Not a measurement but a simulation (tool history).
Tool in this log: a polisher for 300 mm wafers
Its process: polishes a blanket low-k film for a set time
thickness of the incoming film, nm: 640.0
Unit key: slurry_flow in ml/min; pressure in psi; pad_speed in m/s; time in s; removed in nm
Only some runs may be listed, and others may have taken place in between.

| run | hour | slurry_flow | pressure | pad_speed | slurry_solids | time | removed |
|---|---|---|---|---|---|---|---|
| 1 | 0 | 200 | 2.3 | 1.24 | 1 | 104 | 74.114 |
| 2 | 6.5 | 200 | 2.4 | 1.24 | 1 | 104 | 75.402 |
| 3 | 11.5 | 200 | 2.5 | 1.26 | 1 | 104 | 78.672 |
| 4 | 15.6 | 215 | 2.5 | 1.26 | 1 | 104 | 83.044 |
| 5 | 17.9 | 215 | 2.5 | 1 | 1 | 104 | 65.95 |
| 6 | 23.7 | 215 | 2.7 | 1.02 | 1 | 104 | 72.643 |
| 7 | 29.4 | 215 | 3.3 | 1.14 | 1 | 104 | 93.95 |

What does the tool deliver on the next run?
| 8 | 33.3 | 215 | 3.3 | 1.16 | 1 | 104 | ? |

{"run 8": {"removed": 94.286}}
